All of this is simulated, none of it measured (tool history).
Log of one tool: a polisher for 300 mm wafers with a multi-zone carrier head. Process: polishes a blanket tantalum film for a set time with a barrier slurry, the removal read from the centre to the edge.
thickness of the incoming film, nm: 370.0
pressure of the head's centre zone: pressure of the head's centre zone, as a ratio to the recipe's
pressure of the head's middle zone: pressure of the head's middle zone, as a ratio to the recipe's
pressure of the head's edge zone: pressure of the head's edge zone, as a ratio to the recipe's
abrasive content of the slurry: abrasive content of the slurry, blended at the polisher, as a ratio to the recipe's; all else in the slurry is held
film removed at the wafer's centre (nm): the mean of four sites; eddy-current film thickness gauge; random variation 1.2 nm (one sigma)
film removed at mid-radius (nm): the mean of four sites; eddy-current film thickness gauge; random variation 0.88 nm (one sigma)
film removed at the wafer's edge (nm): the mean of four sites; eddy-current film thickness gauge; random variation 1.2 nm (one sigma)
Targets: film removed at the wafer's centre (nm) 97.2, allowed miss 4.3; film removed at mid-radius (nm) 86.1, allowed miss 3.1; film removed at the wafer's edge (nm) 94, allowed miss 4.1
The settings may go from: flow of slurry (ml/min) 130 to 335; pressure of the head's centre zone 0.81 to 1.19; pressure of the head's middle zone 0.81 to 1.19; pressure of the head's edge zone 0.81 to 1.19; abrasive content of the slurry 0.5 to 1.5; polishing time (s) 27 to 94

run,hour,flow of slurry (ml/min),pressure of the head's centre zone,pressure of the head's middle zone,pressure of the head's edge zone,abrasive content of the slurry,polishing time (s),film removed at the wafer's centre (nm),film removed at mid-radius (nm),film removed at the wafer's edge (nm)
1,0,215,1,1,1,1,60,147.95,148.38,146.2
2,8.5,215,1,1,1,0.85,60,143.1,143.83,143.02
3,9.9,210,1,0.98,0.98,0.8,57,138.49,136.03,131.15
4,13.9,205,0.99,0.96,1,0.75,54,126.22,119.79,129.77
5,22.6,205,0.99,0.96,1,0.95,54,132.72,126.22,131.32
6,27.3,200,0.98,0.94,0.98,0.9,52,123.19,118.88,125.26
7,34.4,200,0.98,0.92,0.96,0.85,50,120.09,112.01,117.94
8,37.7,200,0.97,0.91,0.95,0.8,49,114.32,105.71,114.52
9,41.4,200,0.97,0.9,0.93,0.75,48,111.7,103.3,109.88
10,43.9,200,0.97,0.89,0.92,0.7,48,110.93,102.46,105.89
11,52.7,200,0.97,0.89,0.92,0.7,48,108.55,101.18,106.04
12,60.1,195,0.97,0.88,0.91,0.65,48,104.35,98.988,105.51
13,62,195,0.98,0.87,0.9,0.65,47,107.2,96.597,104.71
14,65.1,195,0.98,0.86,0.89,0.6,47,105.43,93.729,101.11
15,67.8,190,0.98,0.85,0.88,0.6,47,106.26,93.196,101.33
16,69.2,190,0.97,0.84,0.87,0.6,47,103.32,92.146,97.616
17,71.7,185,0.97,0.83,0.87,0.6,47,104.08,90.794,100.45
18,77.8,185,0.97,0.83,0.86,0.6,47,103.53,90.685,98.514
19,81.6,180,0.97,0.83,0.86,0.6,47,105.12,90.497,96.321
20,86,180,0.96,0.83,0.86,0.6,47,102.48,90.254,99.187
21,91.8,180,0.96,0.83,0.85,0.6,47,100.78,89.776,100.07

Which of these 4 next moves meets every target?
A,97.6,170,1,0.81,0.85,0.6,46,?,?,?
B,97.6,175,0.93,0.81,0.81,0.6,46,?,?,?
C,97.6,245,1.03,0.81,0.85,0.5,46,?,?,?
D,97.6,135,1.01,0.82,0.81,0.55,48,?,?,?

move,film removed at the wafer's centre (nm),film removed at mid-radius (nm),film removed at the wafer's edge (nm)
A,103.51,85.874,93.788
B,96.478,86.123,91.985
C,107.15,85.971,93.184
D,105.23,87.493,93.093
A: brings the result that was furthest off to its target, and leaves another outside
B: meets every target
C: brings the result that was furthest off to its target, and leaves another outside
D: brings the result that was furthest off to its target, and leaves another outside
Answer: B
